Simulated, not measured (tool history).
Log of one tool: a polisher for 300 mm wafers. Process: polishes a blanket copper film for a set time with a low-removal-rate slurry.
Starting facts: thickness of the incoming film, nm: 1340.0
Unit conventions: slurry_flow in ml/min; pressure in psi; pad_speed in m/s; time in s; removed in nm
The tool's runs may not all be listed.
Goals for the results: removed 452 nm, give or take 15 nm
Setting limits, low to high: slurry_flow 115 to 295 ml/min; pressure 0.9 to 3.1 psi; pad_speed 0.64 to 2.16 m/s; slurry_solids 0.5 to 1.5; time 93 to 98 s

run 1 hour=0 | slurry_flow=190 pressure=2 pad_speed=1.4 slurry_solids=1 time=93 | removed=335.1
run 2 hour=5.2 | slurry_flow=195 pressure=2.2 pad_speed=1.4 slurry_solids=1 time=93 | removed=367.72
run 3 hour=12.8 | slurry_flow=195 pressure=2.3 pad_speed=1.4 slurry_solids=1 time=93 | removed=381.07
run 4 hour=15.7 | slurry_flow=175 pressure=2.3 pad_speed=1.4 slurry_solids=1 time=93 | removed=372.99
run 5 hour=20 | slurry_flow=175 pressure=2.3 pad_speed=1.4 slurry_solids=1.1 time=93 | removed=378.88
run 6 hour=24.6 | slurry_flow=135 pressure=2.3 pad_speed=1.4 slurry_solids=1.1 time=93 | removed=357.02
run 7 hour=27.1 | slurry_flow=165 pressure=2.4 pad_speed=1.4 slurry_solids=1.1 time=93 | removed=399.22
run 8 hour=34.5 | slurry_flow=180 pressure=2.4 pad_speed=1.4 slurry_solids=1.1 time=93 | removed=396.32
run 9 hour=39.6 | slurry_flow=195 pressure=2.5 pad_speed=1.4 slurry_solids=1.1 time=93 | removed=428.8
run 10 hour=41 | slurry_flow=200 pressure=2.5 pad_speed=1.4 slurry_solids=1.1 time=93 | removed=412.95

Pick the move, out of 4, that brings all results within their allowed miss; only one does.
run A hour=42.4 | slurry_flow=195 pressure=2.7 pad_speed=1.48 slurry_solids=1.1 time=96 | removed=?
run B hour=42.4 | slurry_flow=205 pressure=2.5 pad_speed=1.64 slurry_solids=0.8 time=98 | removed=?
run C hour=42.4 | slurry_flow=135 pressure=2.6 pad_speed=1.32 slurry_solids=0.75 time=98 | removed=?
run D hour=42.4 | slurry_flow=250 pressure=2.5 pad_speed=1.46 slurry_solids=1.05 time=95 | removed=?

move=A removed=493.3
move=B removed=493.28
move=C removed=381.31
move=D removed=457.76
A: moves the result that the last run missed by most past its target, out the other side
B: moves the result that the last run missed by most past its target, out the other side
C: misses by more than the last run did
D: every result within its allowed miss
Move D is the one to make.
